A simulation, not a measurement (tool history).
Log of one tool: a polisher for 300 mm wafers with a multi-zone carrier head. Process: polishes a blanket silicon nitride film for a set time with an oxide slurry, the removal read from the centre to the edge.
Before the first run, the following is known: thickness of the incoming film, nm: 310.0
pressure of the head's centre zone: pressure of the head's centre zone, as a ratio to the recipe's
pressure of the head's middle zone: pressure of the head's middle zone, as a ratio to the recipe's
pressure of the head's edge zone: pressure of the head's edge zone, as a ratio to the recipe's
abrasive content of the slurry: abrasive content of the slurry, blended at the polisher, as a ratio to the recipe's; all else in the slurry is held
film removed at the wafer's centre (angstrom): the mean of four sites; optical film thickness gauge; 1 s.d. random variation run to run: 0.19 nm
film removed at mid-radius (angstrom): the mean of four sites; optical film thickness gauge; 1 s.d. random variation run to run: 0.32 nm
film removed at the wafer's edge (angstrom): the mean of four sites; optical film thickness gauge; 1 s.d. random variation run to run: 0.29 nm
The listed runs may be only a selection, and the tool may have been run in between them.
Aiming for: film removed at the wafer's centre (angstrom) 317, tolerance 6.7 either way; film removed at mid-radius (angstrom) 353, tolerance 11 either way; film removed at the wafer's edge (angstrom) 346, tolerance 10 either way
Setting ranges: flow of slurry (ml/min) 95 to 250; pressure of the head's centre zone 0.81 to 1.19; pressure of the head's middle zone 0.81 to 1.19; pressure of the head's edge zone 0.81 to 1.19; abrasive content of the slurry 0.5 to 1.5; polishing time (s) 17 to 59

run	hour	flow of slurry (ml/min)	pressure of the head's centre zone	pressure of the head's middle zone	pressure of the head's edge zone	abrasive content of the slurry	polishing time (s)	film removed at the wafer's centre (angstrom)	film removed at mid-radius (angstrom)	film removed at the wafer's edge (angstrom)
1	0	160	1	1	1	1	38	244.18	241.78	231.92
2	1.6	160	1	1	1	1	34	218.02	216.02	207.65
3	8.4	165	0.98	1.02	1.06	1.15	36	238.86	255.74	247.04
4	9.2	165	0.98	1.02	1.06	1	36	226.37	240.93	224.89
5	16.1	165	0.98	1.02	1.06	1	41	257.12	269.16	263.31
6	17.8	175	0.99	1.04	1.1	1.1	41	277.35	291.71	278.02
7	24.8	180	0.98	1.04	1.12	1.2	41	288.71	300.4	290.04
8	28.9	175	0.97	1.05	1.14	1.3	41	288.27	316.01	304.29
9	34	175	0.97	1.05	1.14	1.3	41	291.7	312.32	303.42
10	37.6	185	0.95	1.05	1.16	1.35	41	292.23	321.24	310.28
11	41.7	180	0.95	1.05	1.17	1.4	42	300.56	337.18	322.69
12	47	215	0.93	1.02	1.19	1.5	42	314.85	340.47	341.79

5 next moves are on the table. One of them brings every result within its allowed miss. Which?
A	52.3	180	0.91	0.92	1.19	1.4	45	?	?	?
B	52.3	195	0.88	1.08	1.17	1.2	48	?	?	?
C	52.3	215	0.93	0.95	1.19	1.25	45	?	?	?
D	52.3	220	0.95	0.99	1.16	1.45	42	?	?	?
E	52.3	205	0.93	1.04	1.18	1.4	44	?	?	?

move	film removed at the wafer's centre (angstrom)	film removed at mid-radius (angstrom)	film removed at the wafer's edge (angstrom)
A	308.9	322.46	352.39
B	303.03	372.78	351.73
C	309.7	323.72	342.34
D	314.56	332.78	335.31
E	315.19	355.15	347.05
A: further off than the last run
B: takes the result that was furthest off past its target
C: further off than the last run
D: further off than the last run
E: every result lands within tolerance
Move E is the one to make.

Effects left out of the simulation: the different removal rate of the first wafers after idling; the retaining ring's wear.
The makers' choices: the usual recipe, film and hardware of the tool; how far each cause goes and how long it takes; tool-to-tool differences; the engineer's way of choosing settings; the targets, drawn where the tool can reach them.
